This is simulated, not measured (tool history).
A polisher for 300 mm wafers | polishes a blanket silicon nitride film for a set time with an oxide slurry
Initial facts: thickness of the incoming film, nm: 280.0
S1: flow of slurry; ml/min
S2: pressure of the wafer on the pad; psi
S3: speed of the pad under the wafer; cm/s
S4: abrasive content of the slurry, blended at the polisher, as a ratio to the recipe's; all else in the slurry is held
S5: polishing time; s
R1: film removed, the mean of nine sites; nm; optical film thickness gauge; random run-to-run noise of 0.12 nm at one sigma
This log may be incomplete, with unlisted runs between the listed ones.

| run | day | S1 | S2 | S3 | S4 | S5 | R1 |
|---|---|---|---|---|---|---|---|
| 1 | 0.000 | 185 | 4.2 | 100 | 1.00 | 39 | 27.695 |
| 2 | 0.204 | 180 | 3.5 | 98 | 1.00 | 39 | 22.702 |
| 3 | 0.562 | 175 | 3.0 | 98 | 1.00 | 39 | 19.446 |
| 4 | 0.867 | 165 | 2.7 | 98 | 1.00 | 39 | 17.640 |
| 5 | 1.146 | 165 | 2.7 | 98 | 1.20 | 39 | 19.318 |
| 6 | 1.250 | 165 | 2.7 | 98 | 1.05 | 39 | 18.240 |
| 7 | 1.338 | 155 | 2.5 | 98 | 1.05 | 39 | 16.555 |
| 8 | 1.371 | 145 | 2.5 | 98 | 1.05 | 39 | 16.320 |
| 9 | 1.608 | 135 | 2.5 | 98 | 1.05 | 39 | 15.952 |
| 10 | 1.850 | 130 | 2.5 | 98 | 1.05 | 39 | 16.042 |
| 11 | 2.004 | 125 | 2.5 | 98 | 1.05 | 39 | 15.716 |

For run 12, what comes out?
| 12 | 2.283 | 120 | 2.5 | 98 | 1.05 | 39 | ? |

Run 12 yielded R1 15.657 nm.

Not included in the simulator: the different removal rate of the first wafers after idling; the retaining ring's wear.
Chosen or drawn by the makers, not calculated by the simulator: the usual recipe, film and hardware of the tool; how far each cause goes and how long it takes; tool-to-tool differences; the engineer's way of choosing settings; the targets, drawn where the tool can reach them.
